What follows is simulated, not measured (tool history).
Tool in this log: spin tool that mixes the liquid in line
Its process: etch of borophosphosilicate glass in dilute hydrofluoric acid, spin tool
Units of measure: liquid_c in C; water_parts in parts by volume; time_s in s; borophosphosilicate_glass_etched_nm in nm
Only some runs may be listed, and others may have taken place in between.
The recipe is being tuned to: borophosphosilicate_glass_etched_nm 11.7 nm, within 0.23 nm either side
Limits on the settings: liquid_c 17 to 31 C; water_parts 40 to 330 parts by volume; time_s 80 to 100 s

run,hour,liquid_c,water_parts,time_s,borophosphosilicate_glass_etched_nm
1,0,23,185,100,13.994
2,1.5,25,185,100,15.08
3,3.3,24,185,100,14.471
4,9.4,23,185,100,14.006
5,14.6,22,185,100,13.667
6,23.2,23.5,185,100,14.227
7,27.7,22.5,185,100,13.924
8,31.6,22.5,185,100,13.712
9,37,22,185,100,13.513

Which one of the following 4 next-run settings gets every result inside its allowed miss? There is exactly one.
A,42.4,25.5,185,80,?
B,42.4,21.5,180,80,?
C,42.4,23,215,100,?
D,42.4,20,190,100,?

move,borophosphosilicate_glass_etched_nm
A,12.222
B,10.894
C,11.61
D,12.057
A: better than the last run, though not everything is in spec
B: the result that was furthest off in the last run now lies on the other side of its target
C: all results in spec
D: better than the last run, though not everything is in spec
Correct choice: C, which meets every target

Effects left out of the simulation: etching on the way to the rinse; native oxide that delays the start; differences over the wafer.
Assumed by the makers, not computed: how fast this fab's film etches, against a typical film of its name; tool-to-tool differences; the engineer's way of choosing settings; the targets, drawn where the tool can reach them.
